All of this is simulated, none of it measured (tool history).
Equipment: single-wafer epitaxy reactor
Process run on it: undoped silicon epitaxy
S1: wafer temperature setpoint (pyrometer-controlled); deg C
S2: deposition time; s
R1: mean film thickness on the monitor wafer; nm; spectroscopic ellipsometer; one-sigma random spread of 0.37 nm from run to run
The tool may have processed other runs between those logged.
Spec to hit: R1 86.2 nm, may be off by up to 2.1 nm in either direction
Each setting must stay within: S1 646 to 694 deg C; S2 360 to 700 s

run,hour,S1,S2,R1
1,0,670,530,120.52
2,6,665,529,110.8
3,13.5,661,528,101.82
4,14.9,658,527,96.304
5,19,664,527,107.62
6,24.3,661,526,102.12
7,28.6,658,525,96.192
8,32.7,656,524,92.784
9,39.6,655,524,90.437
10,44.9,654,524,88.504

5 candidate next runs follow, results not yet known. Just one meets every target within its allowed miss. Identify it.
A,50.2,655,528,?
B,50.2,655,526,?
C,50.2,660,478,?
D,50.2,656,488,?
E,50.2,652,563,?

move,R1
A,91.776
B,91.428
C,91.343
D,86.452
E,92.411
A: its largest miss is bigger than the last run's
B: its largest miss is bigger than the last run's
C: its largest miss is bigger than the last run's
D: all results in spec
E: its largest miss is bigger than the last run's
The right move is D.
